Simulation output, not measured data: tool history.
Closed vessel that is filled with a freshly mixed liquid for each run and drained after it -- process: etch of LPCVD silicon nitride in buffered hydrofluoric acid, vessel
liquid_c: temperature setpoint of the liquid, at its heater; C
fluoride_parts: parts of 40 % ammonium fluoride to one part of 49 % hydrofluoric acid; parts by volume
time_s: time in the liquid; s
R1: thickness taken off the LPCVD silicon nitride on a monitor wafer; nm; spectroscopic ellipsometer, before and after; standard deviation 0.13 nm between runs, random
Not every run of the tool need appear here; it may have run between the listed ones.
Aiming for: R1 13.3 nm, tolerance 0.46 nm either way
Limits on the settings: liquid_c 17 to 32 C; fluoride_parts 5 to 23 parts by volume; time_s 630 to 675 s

run 1 hour=0 | liquid_c=24 fluoride_parts=14 time_s=630 | R1=7.2587
run 2 hour=9.1 | liquid_c=21 fluoride_parts=14 time_s=630 | R1=6.242
run 3 hour=13.5 | liquid_c=24 fluoride_parts=14 time_s=630 | R1=7.4377
run 4 hour=22.5 | liquid_c=25.5 fluoride_parts=14 time_s=630 | R1=7.8805
run 5 hour=30.4 | liquid_c=26.5 fluoride_parts=13.5 time_s=630 | R1=8.7968
run 6 hour=36.4 | liquid_c=27.5 fluoride_parts=13 time_s=630 | R1=9.4144
run 7 hour=40.6 | liquid_c=28 fluoride_parts=12.5 time_s=630 | R1=10.259
run 8 hour=42 | liquid_c=28.5 fluoride_parts=12.5 time_s=630 | R1=10.56
run 9 hour=51.1 | liquid_c=29 fluoride_parts=12.5 time_s=630 | R1=10.642
run 10 hour=57.4 | liquid_c=29.5 fluoride_parts=12.5 time_s=630 | R1=10.94
run 11 hour=58.8 | liquid_c=30 fluoride_parts=12.5 time_s=630 | R1=11.314
run 12 hour=64.6 | liquid_c=30.5 fluoride_parts=12.5 time_s=630 | R1=11.436
run 13 hour=73.6 | liquid_c=31.5 fluoride_parts=12 time_s=630 | R1=12.649

Consider the 5 candidate settings below. Which is the only one whose results all fall within their allowed miss of target?
run A hour=82.6 | liquid_c=31 fluoride_parts=13.5 time_s=675 | R1=?
run B hour=82.6 | liquid_c=30.5 fluoride_parts=12.5 time_s=655 | R1=?
run C hour=82.6 | liquid_c=31.5 fluoride_parts=11 time_s=650 | R1=?
run D hour=82.6 | liquid_c=29.5 fluoride_parts=11 time_s=665 | R1=?
run E hour=82.6 | liquid_c=31.5 fluoride_parts=12.5 time_s=645 | R1=?

move=A R1=11.687
move=B R1=11.911
move=C R1=14.105
move=D R1=12.998
move=E R1=12.357
A: misses by more than the last run did
B: misses by more than the last run did
C: moves the result that the last run missed by most past its target, out the other side
D: every result within its allowed miss
E: misses by more than the last run did
Correct choice: D, which meets every target

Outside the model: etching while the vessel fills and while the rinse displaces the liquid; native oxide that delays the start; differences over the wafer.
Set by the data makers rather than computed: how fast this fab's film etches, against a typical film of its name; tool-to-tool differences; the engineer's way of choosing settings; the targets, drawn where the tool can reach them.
